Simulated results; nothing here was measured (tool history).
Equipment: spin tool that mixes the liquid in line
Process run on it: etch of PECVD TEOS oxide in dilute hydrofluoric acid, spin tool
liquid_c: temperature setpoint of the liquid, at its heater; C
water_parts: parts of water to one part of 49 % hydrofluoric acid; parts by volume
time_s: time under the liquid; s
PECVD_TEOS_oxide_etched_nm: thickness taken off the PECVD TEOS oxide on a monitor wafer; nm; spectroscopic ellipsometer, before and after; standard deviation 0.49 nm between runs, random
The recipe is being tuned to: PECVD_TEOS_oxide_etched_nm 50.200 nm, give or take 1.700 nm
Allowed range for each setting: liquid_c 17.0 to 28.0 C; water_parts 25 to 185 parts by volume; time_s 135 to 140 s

| run | day | liquid_c | water_parts | time_s | PECVD_TEOS_oxide_etched_nm |
|---|---|---|---|---|---|
| 1 | 0.000 | 20.0 | 105 | 135 | 18.578 |
| 2 | 0.179 | 20.0 | 105 | 140 | 19.113 |
| 3 | 0.454 | 20.0 | 105 | 140 | 18.666 |
| 4 | 0.562 | 21.5 | 105 | 140 | 20.180 |
| 5 | 0.650 | 23.0 | 85 | 140 | 27.283 |
| 6 | 0.979 | 24.5 | 85 | 140 | 28.981 |
| 7 | 1.071 | 28.0 | 45 | 140 | 65.712 |
| 8 | 1.412 | 24.0 | 45 | 140 | 57.246 |
|  | 1.721 | thermometer replaced |
| 9 | 1.721 | 23.0 | 45 | 140 | 58.254 |
| 10 | 2.004 | 22.0 | 45 | 140 | 57.461 |
| 11 | 2.033 | 21.5 | 45 | 140 | 55.746 |
| 12 | 2.317 | 20.5 | 45 | 140 | 52.963 |

Next run, 5 choices. One meets every target within its allowed miss, the rest don't. Which?
| A | 2.600 | 19.5 | 40 | 140 | ? |
| B | 2.600 | 25.0 | 50 | 140 | ? |
| C | 2.600 | 20.0 | 40 | 135 | ? |
| D | 2.600 | 20.0 | 45 | 135 | ? |
| E | 2.600 | 19.0 | 40 | 140 | ? |

| move | PECVD_TEOS_oxide_etched_nm |
|---|---|
| A | 57.423 |
| B | 57.105 |
| C | 56.571 |
| D | 49.983 |
| E | 56.201 |
A: the biggest miss grows against the last run
B: the biggest miss grows against the last run
C: the biggest miss grows against the last run
D: every result within its allowed miss
E: the biggest miss grows against the last run
D meets every target.
